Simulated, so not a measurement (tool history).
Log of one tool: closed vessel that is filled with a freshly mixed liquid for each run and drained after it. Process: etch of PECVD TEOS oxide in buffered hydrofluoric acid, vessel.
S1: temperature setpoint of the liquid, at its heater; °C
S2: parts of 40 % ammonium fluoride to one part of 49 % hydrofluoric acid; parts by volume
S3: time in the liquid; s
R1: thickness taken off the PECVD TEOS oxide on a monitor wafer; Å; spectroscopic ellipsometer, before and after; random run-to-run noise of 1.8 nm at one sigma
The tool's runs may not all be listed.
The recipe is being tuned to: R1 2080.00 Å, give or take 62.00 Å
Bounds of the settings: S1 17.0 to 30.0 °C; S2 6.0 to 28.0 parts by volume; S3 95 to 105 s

Run 1, hour 0.0: S1 22.0 °C, S2 17.0 parts by volume, S3 95 s. Result: R1 1186.00 Å.
Run 2, hour 1.5: S1 18.5 °C, S2 17.0 parts by volume, S3 95 s. Result: R1 976.09 Å.
Run 3, hour 3.9: S1 20.5 °C, S2 17.0 parts by volume, S3 95 s. Result: R1 1091.40 Å.
Run 4, hour 9.9: S1 20.5 °C, S2 14.0 parts by volume, S3 95 s. Result: R1 1335.10 Å.
Run 5, hour 13.5: S1 22.0 °C, S2 14.0 parts by volume, S3 95 s. Result: R1 1462.30 Å.
Run 6, hour 19.9: S1 23.5 °C, S2 14.0 parts by volume, S3 95 s. Result: R1 1552.80 Å.
Run 7, hour 21.2: S1 24.5 °C, S2 14.0 parts by volume, S3 95 s. Result: R1 1665.00 Å.
Run 8, hour 28.6: S1 25.5 °C, S2 14.0 parts by volume, S3 95 s. Result: R1 1746.10 Å.
Run 9, hour 36.9: S1 26.0 °C, S2 14.0 parts by volume, S3 95 s. Result: R1 1797.50 Å.
Run 10, hour 40.6: S1 26.5 °C, S2 14.0 parts by volume, S3 95 s. Result: R1 1856.30 Å.

Below are 5 possible settings for the next run. Only one of them brings all results inside the allowed miss of their targets. Which is it?
Run A, hour 44.3: S1 25.0 °C, S2 13.0 parts by volume, S3 100 s. Result: R1 ?.
Run B, hour 44.3: S1 25.0 °C, S2 15.5 parts by volume, S3 100 s. Result: R1 ?.
Run C, hour 44.3: S1 25.5 °C, S2 15.0 parts by volume, S3 95 s. Result: R1 ?.
Run D, hour 44.3: S1 26.5 °C, S2 13.0 parts by volume, S3 100 s. Result: R1 ?.
Run E, hour 44.3: S1 26.5 °C, S2 16.0 parts by volume, S3 100 s. Result: R1 ?.

move       R1
   A  1924.50
   B  1619.90
   C  1632.90
   D  2086.70
   E  1702.70
A: nearer than the last run, and not there yet
B: the biggest miss grows against the last run
C: the biggest miss grows against the last run
D: all results land within tolerance of their targets
E: the biggest miss grows against the last run
Answer: D

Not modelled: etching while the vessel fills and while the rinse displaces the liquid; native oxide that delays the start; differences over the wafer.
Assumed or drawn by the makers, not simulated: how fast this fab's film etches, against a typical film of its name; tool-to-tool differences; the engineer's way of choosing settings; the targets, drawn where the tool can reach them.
